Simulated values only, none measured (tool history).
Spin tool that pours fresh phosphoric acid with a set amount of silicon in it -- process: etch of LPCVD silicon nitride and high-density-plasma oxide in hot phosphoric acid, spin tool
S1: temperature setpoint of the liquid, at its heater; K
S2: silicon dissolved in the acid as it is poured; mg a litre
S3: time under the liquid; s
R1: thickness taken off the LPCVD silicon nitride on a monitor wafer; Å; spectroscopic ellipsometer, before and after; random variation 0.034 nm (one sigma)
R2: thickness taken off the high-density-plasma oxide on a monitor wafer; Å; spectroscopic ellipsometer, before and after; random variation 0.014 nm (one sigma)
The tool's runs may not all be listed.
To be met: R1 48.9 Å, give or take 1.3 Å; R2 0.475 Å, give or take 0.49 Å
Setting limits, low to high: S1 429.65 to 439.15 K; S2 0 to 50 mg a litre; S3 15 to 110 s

run	hour	S1	S2	S3	R1	R2
1	0	434.15	22	55	57.727	1.1112
2	6.8	433.15	26	55	56.006	0.89315
3	13.2	433.15	16.5	55	55.959	1.6153
4	20.6	432.15	22	55	53.819	1.1319
5	24.6	430.65	22	55	51.59	1.5194
6	25.3	430.65	14.5	55	51.861	0.81137
7	26.4	430.15	11.5	55	50.353	1.8565
8	32.7	430.15	20	55	50.27	1.2051

4 candidate next runs follow, results not yet known. Just one meets every target within its allowed miss. Identify it.
A	39	431.15	36	55	?	?
B	39	432.15	47	50	?	?
C	39	430.65	27.5	50	?	?
D	39	431.15	46	55	?	?

move	R1	R2
A	51.651	0.58194
B	48.57	0.3677
C	46.165	0.799
D	51.651	0.37539
A: gets the furthest-off result to its target, but another result is out of tolerance
B: all results in spec
C: gets the furthest-off result to its target, but another result is out of tolerance
D: gets the furthest-off result to its target, but another result is out of tolerance
B meets every target.
